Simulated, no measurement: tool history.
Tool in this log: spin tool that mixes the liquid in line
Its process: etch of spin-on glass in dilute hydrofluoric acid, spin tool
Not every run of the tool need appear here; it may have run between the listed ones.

run,hour,temperature setpoint of the liquid (C),parts of water to one part of 49 % hydrofluoric acid (parts by volume),time under the liquid (s),thickness taken off the spin-on glass on a monitor wafer (Å)
1,0.0,22.0,95,15,37.521
2,7.5,22.0,95,15,37.881
3,11.0,22.0,75,15,48.103
4,17.4,24.0,70,15,56.842
5,24.9,25.5,70,15,59.966
6,31.8,27.0,70,15,64.035
7,32.8,28.0,65,15,72.229
8,37.8,28.5,65,15,73.343
9,41.0,29.0,65,15,75.497
# hour 46.5: thermometer replaced
10,46.5,30.0,60,15,88.975
11,53.5,29.5,60,15,87.853
12,55.4,29.0,60,15,86.586

Forecast run 13:
13,56.3,29.0,60,15,?

thickness taken off the spin-on glass on a monitor wafer (Å): 87.210
